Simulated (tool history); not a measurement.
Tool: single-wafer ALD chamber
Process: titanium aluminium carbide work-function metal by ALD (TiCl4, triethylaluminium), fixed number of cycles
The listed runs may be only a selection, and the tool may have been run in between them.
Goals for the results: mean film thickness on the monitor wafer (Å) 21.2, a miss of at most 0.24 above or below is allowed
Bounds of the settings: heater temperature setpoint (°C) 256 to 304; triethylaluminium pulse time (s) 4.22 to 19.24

run,day,heater temperature setpoint (°C),triethylaluminium pulse time (s),mean film thickness on the monitor wafer (Å)
1,0,280,11.73,19.783
2,0.138,282,11.85,20.017
3,0.479,283,11.94,20.03
4,0.562,272,11.94,19.184
5,0.608,275,12.15,19.41
6,0.692,271,12.15,19.16
7,1.046,274,12.38,19.452
8,1.292,274,12.38,19.367
9,1.579,277,12.58,19.695
10,1.917,279,12.71,19.839
11,2.021,281,12.86,20.008
12,2.083,283,12.99,20.175

Next run, 4 choices. One meets every target within its allowed miss, the rest don't. Which?
A,2.146,287,12.27,?
B,2.146,274,11.33,?
C,2.146,290,10.42,?
D,2.146,293,14.89,?

move,mean film thickness on the monitor wafer (Å)
A,20.493
B,19.323
C,20.476
D,21.17
A: an improvement on the last run, though not all results are within tolerance
B: the biggest miss grows against the last run
C: an improvement on the last run, though not all results are within tolerance
D: every result lands within tolerance
The move that meets every target is D.
